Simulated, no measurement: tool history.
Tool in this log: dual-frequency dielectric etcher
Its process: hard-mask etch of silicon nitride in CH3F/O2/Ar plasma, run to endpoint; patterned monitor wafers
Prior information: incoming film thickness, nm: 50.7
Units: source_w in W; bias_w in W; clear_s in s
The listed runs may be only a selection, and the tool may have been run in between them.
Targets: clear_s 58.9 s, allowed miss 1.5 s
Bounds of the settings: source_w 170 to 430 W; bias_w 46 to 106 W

{"run": 1, "hour": 0.0, "source_w": 300, "bias_w": 76, "clear_s": 74.479}
{"run": 2, "hour": 4.9, "source_w": 320, "bias_w": 80, "clear_s": 71.193}
{"run": 3, "hour": 6.4, "source_w": 320, "bias_w": 92, "clear_s": 66.031}
{"run": 4, "hour": 14.3, "source_w": 280, "bias_w": 92, "clear_s": 69.97}
{"run": 5, "hour": 19.6, "source_w": 280, "bias_w": 97, "clear_s": 69.087}
{"run": 6, "hour": 22.2, "source_w": 280, "bias_w": 88, "clear_s": 71.884}
{"run": 7, "hour": 29.5, "source_w": 300, "bias_w": 89, "clear_s": 69.253}
{"run": 8, "hour": 37.1, "source_w": 320, "bias_w": 90, "clear_s": 66.489}
{"run": 9, "hour": 42.4, "source_w": 330, "bias_w": 91, "clear_s": 63.837}
{"run": 10, "hour": 48.7, "source_w": 340, "bias_w": 91, "clear_s": 63.559}

Below are 5 possible settings for the next run. Only one of them brings all results inside the allowed miss of their targets. Which is it?
{"run": "A", "hour": 55.0, "source_w": 390, "bias_w": 105, "clear_s": "?"}
{"run": "B", "hour": 55.0, "source_w": 430, "bias_w": 98, "clear_s": "?"}
{"run": "C", "hour": 55.0, "source_w": 300, "bias_w": 88, "clear_s": "?"}
{"run": "D", "hour": 55.0, "source_w": 370, "bias_w": 97, "clear_s": "?"}
{"run": "E", "hour": 55.0, "source_w": 380, "bias_w": 106, "clear_s": "?"}

move=A clear_s=56.422
move=B clear_s=55.607
move=C clear_s=70.14
move=D clear_s=60.094
move=E clear_s=56.886
A: the result that was furthest off in the last run now lies on the other side of its target
B: the result that was furthest off in the last run now lies on the other side of its target
C: its largest miss is bigger than the last run's
D: all results land within tolerance of their targets
E: the result that was furthest off in the last run now lies on the other side of its target
D is the move that brings every result within its allowed miss.
